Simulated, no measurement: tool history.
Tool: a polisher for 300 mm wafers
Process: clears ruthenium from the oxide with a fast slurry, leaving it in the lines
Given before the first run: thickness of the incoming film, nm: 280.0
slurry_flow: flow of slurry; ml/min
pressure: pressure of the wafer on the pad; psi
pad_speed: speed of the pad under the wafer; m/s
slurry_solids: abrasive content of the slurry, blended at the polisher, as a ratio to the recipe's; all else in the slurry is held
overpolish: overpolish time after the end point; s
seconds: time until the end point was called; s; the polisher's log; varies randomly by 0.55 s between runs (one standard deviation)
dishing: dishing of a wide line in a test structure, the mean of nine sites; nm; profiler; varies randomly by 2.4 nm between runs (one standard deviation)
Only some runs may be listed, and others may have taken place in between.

run	hour	slurry_flow	pressure	pad_speed	slurry_solids	overpolish	seconds	dishing
1	0.0	170	2.9	1.08	1.0	18	67.253	61.116
2	8.7	170	3.1	1.10	1.0	19	65.568	65.747
3	14.4	170	3.1	1.24	1.0	19	56.116	70.392
4	16.4	170	3.3	1.26	1.0	20	53.399	76.768
5	19.5	170	3.4	1.28	1.0	21	52.246	83.589
6	21.1	170	3.5	1.30	1.0	22	50.060	87.212
7	26.1	170	3.5	1.30	1.0	22	49.793	88.166
8	33.5	170	3.6	1.32	1.0	23	48.976	98.613
9	41.6	180	4.4	1.38	1.0	23	40.064	111.980
10	44.9	180	4.4	1.38	1.0	23	40.563	107.530

Forecast run 11:
11	46.6	180	4.4	1.40	1.0	23	?	?

{"run 11": {"seconds": 39.47, "dishing": 111.16}}
